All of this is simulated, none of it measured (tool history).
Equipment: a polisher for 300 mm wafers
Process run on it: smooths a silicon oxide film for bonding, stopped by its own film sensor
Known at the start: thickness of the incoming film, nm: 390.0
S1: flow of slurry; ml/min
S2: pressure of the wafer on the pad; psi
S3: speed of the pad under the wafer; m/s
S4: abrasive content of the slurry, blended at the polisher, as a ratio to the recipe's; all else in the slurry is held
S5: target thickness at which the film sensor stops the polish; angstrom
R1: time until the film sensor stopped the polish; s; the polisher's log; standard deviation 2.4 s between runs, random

| run | hour | S1 | S2 | S3 | S4 | S5 | R1 |
|---|---|---|---|---|---|---|---|
| 1 | 0.0 | 145 | 2.7 | 0.78 | 1.0 | 3400 | 82.683 |
| 2 | 3.7 | 145 | 2.9 | 0.78 | 1.0 | 3400 | 78.033 |
| 3 | 11.8 | 145 | 2.9 | 0.78 | 1.2 | 3400 | 69.151 |
| 4 | 16.1 | 145 | 2.7 | 0.72 | 1.2 | 3400 | 78.088 |
| 5 | 17.7 | 170 | 2.7 | 0.72 | 1.2 | 3400 | 76.546 |
| 6 | 19.1 | 170 | 2.5 | 0.66 | 1.2 | 3400 | 85.872 |
| 7 | 28.0 | 170 | 2.3 | 0.62 | 1.2 | 3400 | 96.737 |
| 8 | 29.9 | 170 | 2.2 | 0.58 | 1.2 | 3400 | 103.910 |
| 9 | 32.3 | 170 | 2.1 | 0.54 | 1.2 | 3400 | 113.890 |
| 10 | 39.8 | 165 | 2.0 | 0.52 | 1.2 | 3400 | 120.580 |

Estimate the outcome of run 11 from the log above:
| 11 | 42.8 | 165 | 1.9 | 0.50 | 1.2 | 3400 | ? |

R1: 129.770 s
